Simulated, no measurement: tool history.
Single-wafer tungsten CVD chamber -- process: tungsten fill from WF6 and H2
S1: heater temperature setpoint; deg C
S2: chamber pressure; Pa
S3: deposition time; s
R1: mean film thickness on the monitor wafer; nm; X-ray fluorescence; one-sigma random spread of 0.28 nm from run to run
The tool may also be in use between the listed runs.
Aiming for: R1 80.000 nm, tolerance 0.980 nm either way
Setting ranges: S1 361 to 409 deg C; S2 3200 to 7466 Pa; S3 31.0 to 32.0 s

Run 1, hour 0.0: S1 385 deg C, S2 5333 Pa, S3 31.0 s. Result: R1 88.094 nm.
Run 2, hour 4.1: S1 385 deg C, S2 5333 Pa, S3 31.0 s. Result: R1 89.048 nm.
Run 3, hour 7.5: S1 385 deg C, S2 5333 Pa, S3 31.0 s. Result: R1 88.899 nm.
Run 4, hour 9.0: S1 385 deg C, S2 6279 Pa, S3 31.0 s. Result: R1 94.713 nm.
Run 5, hour 17.8: S1 385 deg C, S2 6279 Pa, S3 31.0 s. Result: R1 94.379 nm.
Run 6, hour 24.4: S1 385 deg C, S2 6946 Pa, S3 31.0 s. Result: R1 98.365 nm.
At hour 32.3: capacitance manometer re-zeroed and calibrated.
Run 7, hour 32.3: S1 383 deg C, S2 6946 Pa, S3 31.0 s. Result: R1 91.687 nm.
Run 8, hour 34.1: S1 383 deg C, S2 6946 Pa, S3 31.0 s. Result: R1 90.939 nm.
Run 9, hour 37.5: S1 382 deg C, S2 6946 Pa, S3 31.0 s. Result: R1 89.049 nm.
Run 10, hour 43.0: S1 376 deg C, S2 6933 Pa, S3 31.0 s. Result: R1 77.689 nm.

Below are 4 possible settings for the next run. Only one of them brings all results inside the allowed miss of their targets. Which is it?
Run A, hour 48.5: S1 376 deg C, S2 6986 Pa, S3 32.0 s. Result: R1 ?.
Run B, hour 48.5: S1 377 deg C, S2 6346 Pa, S3 31.0 s. Result: R1 ?.
Run C, hour 48.5: S1 375 deg C, S2 7386 Pa, S3 31.1 s. Result: R1 ?.
Run D, hour 48.5: S1 375 deg C, S2 6933 Pa, S3 31.4 s. Result: R1 ?.

move      R1
   A  79.790
   B  76.128
   C  77.419
   D  76.219
A: in spec on every target
B: its largest miss is bigger than the last run's
C: its largest miss is bigger than the last run's
D: its largest miss is bigger than the last run's
A meets every target.
